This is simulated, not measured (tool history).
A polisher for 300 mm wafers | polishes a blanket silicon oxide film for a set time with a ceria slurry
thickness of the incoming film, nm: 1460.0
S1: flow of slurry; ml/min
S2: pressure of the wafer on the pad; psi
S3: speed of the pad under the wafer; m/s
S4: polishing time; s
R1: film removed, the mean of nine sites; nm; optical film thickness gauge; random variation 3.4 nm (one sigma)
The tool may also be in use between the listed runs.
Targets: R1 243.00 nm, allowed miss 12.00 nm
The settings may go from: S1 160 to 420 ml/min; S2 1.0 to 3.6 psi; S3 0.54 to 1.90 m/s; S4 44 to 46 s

run	day	S1	S2	S3	S4	R1
1	0.000	270	2.3	1.22	44	164.25
2	0.262	270	2.6	1.24	44	180.67
3	0.454	270	2.6	1.44	44	209.89
4	0.738	270	2.6	1.16	44	175.25
5	0.954	270	2.1	1.16	44	143.96
6	1.021	270	1.6	1.16	44	104.04
7	1.225	270	1.6	1.16	44	106.92
8	1.442	270	2.1	1.18	44	141.76

4 next moves are on the table. One of them brings every result within its allowed miss. Which?
A	1.658	250	3.0	1.36	46	?
B	1.658	335	2.9	1.24	46	?
C	1.658	230	1.2	0.82	44	?
D	1.658	180	2.9	1.68	46	?

move	R1
A	232.85
B	212.14
C	55.98
D	263.84
A: meets every target
B: nearer than the last run, and not there yet
C: further off than the last run
D: takes the result that was furthest off past its target
The right move is A.

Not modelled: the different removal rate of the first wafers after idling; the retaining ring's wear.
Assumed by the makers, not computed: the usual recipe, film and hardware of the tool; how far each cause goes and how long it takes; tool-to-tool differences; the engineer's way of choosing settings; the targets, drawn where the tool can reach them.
